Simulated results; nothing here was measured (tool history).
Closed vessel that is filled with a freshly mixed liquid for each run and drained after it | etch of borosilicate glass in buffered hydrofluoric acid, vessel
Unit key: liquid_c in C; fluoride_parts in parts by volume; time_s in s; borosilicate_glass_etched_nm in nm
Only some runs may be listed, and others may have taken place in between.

run,hour,liquid_c,fluoride_parts,time_s,borosilicate_glass_etched_nm
1,0,24,16,95,77.42
2,4.8,25,14.5,95,89.472
3,12.9,26,13.5,95,101.79
4,20.8,24,13.5,95,91.768
5,22.1,24,16.5,95,74.933
6,28.7,24,16.5,95,74.244
7,30.8,25,15,95,85.073
8,36,25,15,95,86.694

Run 9 has not been measured yet. What should we expect?
9,40.4,29,10,95,?

{"run 9": {"borosilicate_glass_etched_nm": 162.44}}
